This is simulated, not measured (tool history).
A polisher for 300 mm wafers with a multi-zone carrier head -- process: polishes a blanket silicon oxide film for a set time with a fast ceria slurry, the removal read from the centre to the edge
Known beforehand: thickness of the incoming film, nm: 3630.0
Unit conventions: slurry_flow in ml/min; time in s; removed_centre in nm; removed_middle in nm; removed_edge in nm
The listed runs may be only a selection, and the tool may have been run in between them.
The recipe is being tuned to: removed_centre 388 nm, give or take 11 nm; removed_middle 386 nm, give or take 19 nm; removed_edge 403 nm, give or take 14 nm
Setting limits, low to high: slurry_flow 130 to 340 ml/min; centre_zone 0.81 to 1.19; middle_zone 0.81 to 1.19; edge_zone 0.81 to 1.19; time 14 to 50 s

run	hour	slurry_flow	centre_zone	middle_zone	edge_zone	time	removed_centre	removed_middle	removed_edge
1	0	220	1	1	1	32	305.13	298.66	310.84
2	3.6	225	1.01	1.01	1.02	33	318.49	309.91	315.01
3	9.8	225	1	1.01	1.02	34	317.14	320.28	328.42
4	12.4	225	1.01	1.01	1.03	35	329.69	335.78	334.37
5	15.1	225	1.01	1	1.03	36	339.27	347.38	341.48
6	17.2	225	1.01	1	1.03	29	279.01	274.64	287.47
7	18.9	225	1.01	0.99	1.04	31	298.24	295.44	306.21
8	22.4	225	1.01	0.97	1.06	32	307.62	290.75	314.82

Next run, 5 choices. One meets every target within its allowed miss, the rest don't. Which?
A	25.9	235	0.9	1.11	1.08	43	?	?	?
B	25.9	190	0.9	0.95	1.04	47	?	?	?
C	25.9	245	0.95	0.93	1.12	43	?	?	?
D	25.9	220	1	0.99	1.05	41	?	?	?
E	25.9	295	0.95	1.09	0.97	42	?	?	?

move	removed_centre	removed_middle	removed_edge
A	370.74	445.04	428.09
B	390.39	414.94	448.91
C	393.43	387.47	439.09
D	388.78	382.76	400.16
E	393.95	439.86	404.42
A: moves toward the targets from the last run without getting all of them in spec
B: meets the target for the result that was furthest off, but another lies outside its allowed miss
C: meets the target for the result that was furthest off, but another lies outside its allowed miss
D: in spec on every target
E: meets the target for the result that was furthest off, but another lies outside its allowed miss
D is the move that brings every result within its allowed miss.
